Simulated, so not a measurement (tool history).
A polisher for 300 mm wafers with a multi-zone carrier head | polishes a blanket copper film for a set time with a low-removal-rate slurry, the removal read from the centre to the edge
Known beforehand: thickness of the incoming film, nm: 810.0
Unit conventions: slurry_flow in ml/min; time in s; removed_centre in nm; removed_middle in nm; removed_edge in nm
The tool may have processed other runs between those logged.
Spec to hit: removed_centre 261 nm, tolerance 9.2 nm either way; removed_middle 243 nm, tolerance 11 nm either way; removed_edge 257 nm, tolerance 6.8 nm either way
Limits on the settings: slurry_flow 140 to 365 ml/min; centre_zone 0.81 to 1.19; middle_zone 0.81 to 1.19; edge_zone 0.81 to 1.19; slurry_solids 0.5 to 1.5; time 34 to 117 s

run,hour,slurry_flow,centre_zone,middle_zone,edge_zone,slurry_solids,time,removed_centre,removed_middle,removed_edge
1,0,235,1,1,1,1,75,212.82,216.02,208.84
2,7.7,235,0.92,1,1,1,75,192.67,219.5,207.31
3,14.9,245,0.96,1,1.04,1.1,76,213.07,224.86,223.02
4,15.9,245,0.96,1,1.04,1.1,57,158.77,170.55,166.16
5,19.2,245,0.96,1,0.98,1.1,57,160.5,169.77,165.47
6,26.1,255,0.98,1,1,1.2,63,183.98,190.24,185.66
7,32.1,260,1,0.99,1.03,1.3,67,206.66,203.19,205.33
8,34.5,265,1.01,0.99,1.06,1.35,69,218,215.55,215.5
9,39.9,270,1.02,0.98,1.09,1.4,71,226.47,221.6,226.97
10,42.8,275,1.03,0.98,1.11,1.45,72,234.69,224.09,233.17

4 next moves are on the table. One of them brings every result within its allowed miss. Which?
A,45.7,290,1.01,1.02,1.09,1.5,61,?,?,?
B,45.7,315,1.17,1.02,0.95,1.5,71,?,?,?
C,45.7,260,1.04,0.94,1.08,1.3,83,?,?,?
D,45.7,265,1.1,0.81,1.17,1.5,74,?,?,?

move,removed_centre,removed_middle,removed_edge
A,198.72,200.65,199.72
B,271.27,235.77,221.01
C,264.39,242.51,258.79
D,258.88,198.5,248.6
A: further off than the last run
B: further off than the last run
C: meets every target
D: further off than the last run
Correct choice: C, which meets every target

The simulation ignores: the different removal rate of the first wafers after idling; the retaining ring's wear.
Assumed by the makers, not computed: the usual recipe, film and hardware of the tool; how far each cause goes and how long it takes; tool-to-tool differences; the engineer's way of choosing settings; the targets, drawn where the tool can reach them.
